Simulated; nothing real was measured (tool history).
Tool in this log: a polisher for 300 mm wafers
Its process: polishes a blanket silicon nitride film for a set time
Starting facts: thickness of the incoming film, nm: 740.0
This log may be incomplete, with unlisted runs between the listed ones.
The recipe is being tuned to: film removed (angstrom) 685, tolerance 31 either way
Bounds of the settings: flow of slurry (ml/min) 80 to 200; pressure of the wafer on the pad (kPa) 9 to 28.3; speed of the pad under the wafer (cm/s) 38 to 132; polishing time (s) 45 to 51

run	hour	flow of slurry (ml/min)	pressure of the wafer on the pad (kPa)	speed of the pad under the wafer (cm/s)	polishing time (s)	film removed (angstrom)
1	0	130	18.6	84	51	490.64
2	8.9	110	18.6	84	51	491.14
3	10.5	110	19.3	84	51	483.19
4	18.7	110	15.9	84	51	431.53
5	21.8	110	17.2	84	51	459.92
6	26.4	110	17.9	84	51	467.32
7	30.2	110	18.6	84	51	482.57
8	36.8	110	19.3	84	51	495.13
9	41.8	110	20	84	51	498.15
10	45.5	110	20.7	84	51	514.27
11	51.5	110	21.4	84	51	542.64
12	54.1	110	22.1	84	51	557.35
13	58.5	125	26.2	86	51	641.6

Of the 5 settings listed for the next run, only one would bring every result within its allowed miss of target. Which one?
A	62.9	100	27.6	90	49	?
B	62.9	160	25.5	88	51	?
C	62.9	115	24.8	84	51	?
D	62.9	130	24.8	92	46	?
E	62.9	115	27.6	88	47	?

move	film removed (angstrom)
A	643.62
B	678.49
C	608.44
D	594.72
E	627.01
A: as far off as the last run
B: in spec on every target
C: the biggest miss grows against the last run
D: the biggest miss grows against the last run
E: the biggest miss grows against the last run
B meets every target.
